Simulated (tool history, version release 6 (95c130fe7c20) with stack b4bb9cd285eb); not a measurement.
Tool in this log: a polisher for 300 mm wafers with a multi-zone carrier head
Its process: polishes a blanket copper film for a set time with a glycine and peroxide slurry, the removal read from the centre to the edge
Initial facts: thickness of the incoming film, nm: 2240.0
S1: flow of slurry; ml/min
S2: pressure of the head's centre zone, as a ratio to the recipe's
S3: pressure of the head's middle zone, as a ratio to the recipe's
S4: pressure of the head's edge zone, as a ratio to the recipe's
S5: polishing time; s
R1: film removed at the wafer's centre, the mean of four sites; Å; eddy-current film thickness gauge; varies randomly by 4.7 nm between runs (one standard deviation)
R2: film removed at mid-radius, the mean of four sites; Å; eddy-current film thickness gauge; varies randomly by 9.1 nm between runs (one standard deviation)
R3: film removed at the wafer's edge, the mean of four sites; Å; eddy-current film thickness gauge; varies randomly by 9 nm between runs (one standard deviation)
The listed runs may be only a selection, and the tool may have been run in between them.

| run | hour | S1 | S2 | S3 | S4 | S5 | R1 | R2 | R3 |
|---|---|---|---|---|---|---|---|---|---|
| 1 | 0.0 | 200 | 1.00 | 1.00 | 1.00 | 60 | 4592.4 | 4565.9 | 4675.9 |
| 2 | 0.6 | 200 | 0.99 | 1.01 | 1.02 | 62 | 4772.4 | 4744.5 | 4805.3 |
| 3 | 5.9 | 200 | 0.99 | 1.01 | 1.02 | 49 | 3716.5 | 3747.0 | 3876.2 |
| 4 | 9.0 | 200 | 0.99 | 1.01 | 1.06 | 49 | 3774.5 | 3737.6 | 3951.4 |
| 5 | 12.2 | 200 | 1.06 | 1.01 | 1.06 | 49 | 3990.4 | 3765.4 | 3901.3 |
| 6 | 20.3 | 200 | 1.06 | 1.08 | 1.06 | 49 | 3932.0 | 3885.9 | 3959.8 |
| 7 | 23.1 | 205 | 1.04 | 1.09 | 1.07 | 52 | 4264.8 | 4155.3 | 4148.9 |

The next listed run, before its measurement:
| 8 | 26.7 | 195 | 1.02 | 1.08 | 1.05 | 55 | ? | ? | ? |

Logged for run 8: R1 4336.6 Å, R2 4283.1 Å, R3 4318.4 Å.

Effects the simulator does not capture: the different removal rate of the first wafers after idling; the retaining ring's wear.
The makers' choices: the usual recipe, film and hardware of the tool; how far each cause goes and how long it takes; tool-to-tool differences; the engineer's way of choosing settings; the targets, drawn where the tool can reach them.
